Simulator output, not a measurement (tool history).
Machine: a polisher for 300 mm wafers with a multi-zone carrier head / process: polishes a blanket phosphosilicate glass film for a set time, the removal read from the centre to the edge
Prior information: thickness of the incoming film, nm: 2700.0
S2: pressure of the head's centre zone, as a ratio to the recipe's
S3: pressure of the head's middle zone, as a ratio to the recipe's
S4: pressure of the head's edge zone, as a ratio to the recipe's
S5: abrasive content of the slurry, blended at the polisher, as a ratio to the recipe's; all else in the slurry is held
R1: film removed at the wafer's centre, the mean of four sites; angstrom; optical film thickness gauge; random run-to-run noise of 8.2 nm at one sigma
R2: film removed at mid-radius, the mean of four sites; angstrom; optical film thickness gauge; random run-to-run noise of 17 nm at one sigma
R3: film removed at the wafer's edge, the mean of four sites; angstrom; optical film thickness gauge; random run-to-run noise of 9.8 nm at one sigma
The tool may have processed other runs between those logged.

{"run": 1, "hour": 0.0, "flow of slurry (ml/min)": 205, "S2": 1.0, "S3": 1.0, "S4": 1.0, "S5": 1.0, "polishing time (s)": 86, "R1": 9188.4, "R2": 8710.2, "R3": 8986.0}
{"run": 2, "hour": 4.1, "flow of slurry (ml/min)": 205, "S2": 1.0, "S3": 1.0, "S4": 1.0, "S5": 1.0, "polishing time (s)": 77, "R1": 8184.1, "R2": 8191.8, "R3": 8186.9}
{"run": 3, "hour": 6.6, "flow of slurry (ml/min)": 210, "S2": 0.99, "S3": 1.01, "S4": 1.03, "S5": 1.1, "polishing time (s)": 79, "R1": 8659.5, "R2": 8472.1, "R3": 8771.3}
{"run": 4, "hour": 8.6, "flow of slurry (ml/min)": 210, "S2": 0.97, "S3": 1.03, "S4": 1.05, "S5": 1.15, "polishing time (s)": 82, "R1": 9088.3, "R2": 9324.1, "R3": 9455.5}
{"run": 5, "hour": 17.4, "flow of slurry (ml/min)": 210, "S2": 0.97, "S3": 1.1, "S4": 1.05, "S5": 1.15, "polishing time (s)": 82, "R1": 9062.3, "R2": 9757.4, "R3": 9437.7}
{"run": 6, "hour": 24.3, "flow of slurry (ml/min)": 215, "S2": 0.96, "S3": 1.1, "S4": 1.07, "S5": 1.2, "polishing time (s)": 83, "R1": 9223.4, "R2": 10124.0, "R3": 9740.8}
{"run": 7, "hour": 30.1, "flow of slurry (ml/min)": 210, "S2": 0.95, "S3": 1.09, "S4": 1.09, "S5": 1.25, "polishing time (s)": 85, "R1": 9580.5, "R2": 10272.0, "R3": 10226.0}
{"run": 8, "hour": 32.6, "flow of slurry (ml/min)": 215, "S2": 0.94, "S3": 1.09, "S4": 1.11, "S5": 1.3, "polishing time (s)": 86, "R1": 9493.5, "R2": 10523.0, "R3": 10385.0}
{"run": 9, "hour": 33.3, "flow of slurry (ml/min)": 205, "S2": 0.94, "S3": 1.08, "S4": 1.12, "S5": 1.35, "polishing time (s)": 89, "R1": 9980.8, "R2": 11057.0, "R3": 11021.0}
{"run": 10, "hour": 40.2, "flow of slurry (ml/min)": 210, "S2": 0.94, "S3": 1.07, "S4": 1.13, "S5": 1.4, "polishing time (s)": 90, "R1": 10253.0, "R2": 11045.0, "R3": 11515.0}
{"run": 11, "hour": 44.1, "flow of slurry (ml/min)": 215, "S2": 0.94, "S3": 1.08, "S4": 1.14, "S5": 1.4, "polishing time (s)": 91, "R1": 10464.0, "R2": 11907.0, "R3": 11648.0}
{"run": 12, "hour": 50.4, "flow of slurry (ml/min)": 215, "S2": 0.94, "S3": 1.06, "S4": 1.15, "S5": 1.4, "polishing time (s)": 92, "R1": 10495.0, "R2": 11274.0, "R3": 11626.0}

Run 13, settings as shown, results not yet in. Your forecast:
{"run": 13, "hour": 53.8, "flow of slurry (ml/min)": 210, "S2": 0.94, "S3": 1.06, "S4": 1.15, "S5": 1.4, "polishing time (s)": 93, "R1": "?", "R2": "?", "R3": "?"}

{"run 13": {"R1": 10667.0, "R2": 11658.0, "R3": 11844.0}}
